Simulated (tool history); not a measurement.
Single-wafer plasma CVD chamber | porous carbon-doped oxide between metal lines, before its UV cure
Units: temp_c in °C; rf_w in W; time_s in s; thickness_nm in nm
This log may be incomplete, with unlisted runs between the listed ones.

Run 1, hour 0: temp_c 305 °C, rf_w 630 W, time_s 20.9 s. Result: thickness_nm 132.72 nm.
Run 2, hour 2.9: temp_c 297 °C, rf_w 630 W, time_s 20.9 s. Result: thickness_nm 138.55 nm.
Run 3, hour 10.9: temp_c 303 °C, rf_w 615 W, time_s 20.9 s. Result: thickness_nm 132.19 nm.
Run 4, hour 18.9: temp_c 303 °C, rf_w 680 W, time_s 20.9 s. Result: thickness_nm 141.83 nm.
Run 5, hour 26.8: temp_c 310 °C, rf_w 680 W, time_s 20.9 s. Result: thickness_nm 136.29 nm.
Run 6, hour 30.3: temp_c 310 °C, rf_w 680 W, time_s 21.6 s. Result: thickness_nm 141.4 nm.

Run 7 is up next; what results do you expect?
Run 7, hour 33.7: temp_c 314 °C, rf_w 650 W, time_s 21.5 s. Result: thickness_nm ?.

thickness_nm: 133.39 nm

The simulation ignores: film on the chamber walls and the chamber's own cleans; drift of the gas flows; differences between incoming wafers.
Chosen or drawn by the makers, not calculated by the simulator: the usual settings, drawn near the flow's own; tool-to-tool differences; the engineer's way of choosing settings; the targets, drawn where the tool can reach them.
